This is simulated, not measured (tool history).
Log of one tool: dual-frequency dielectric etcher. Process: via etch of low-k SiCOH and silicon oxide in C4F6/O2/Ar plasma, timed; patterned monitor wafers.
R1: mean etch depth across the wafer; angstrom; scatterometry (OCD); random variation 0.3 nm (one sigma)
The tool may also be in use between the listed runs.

run 1 hour=0.0 | source_power_(W)=260 bias_power_(W)=141 etch_time_(s)=50.0 | R1=1110.30
run 2 hour=2.9 | source_power_(W)=260 bias_power_(W)=141 etch_time_(s)=52.5 | R1=1167.90
run 3 hour=4.2 | source_power_(W)=240 bias_power_(W)=134 etch_time_(s)=52.5 | R1=1122.40
run 4 hour=4.7 | source_power_(W)=240 bias_power_(W)=113 etch_time_(s)=52.5 | R1=1070.90
run 5 hour=8.3 | source_power_(W)=240 bias_power_(W)=113 etch_time_(s)=52.5 | R1=1069.90
run 6 hour=15.6 | source_power_(W)=280 bias_power_(W)=113 etch_time_(s)=52.5 | R1=1136.40
-- hour=20.2 bias power generator calibrated
run 7 hour=20.2 | source_power_(W)=260 bias_power_(W)=110 etch_time_(s)=52.5 | R1=1092.80
run 8 hour=27.3 | source_power_(W)=240 bias_power_(W)=108 etch_time_(s)=52.5 | R1=1047.20
run 9 hour=34.8 | source_power_(W)=230 bias_power_(W)=107 etch_time_(s)=52.5 | R1=1025.80
run 10 hour=43.6 | source_power_(W)=220 bias_power_(W)=106 etch_time_(s)=52.5 | R1=1006.50

Run 11 comes next. What will it give?
run 11 hour=50.8 | source_power_(W)=210 bias_power_(W)=105 etch_time_(s)=52.5 | R1=?

Run 11 gave R1 995.75 angstrom.
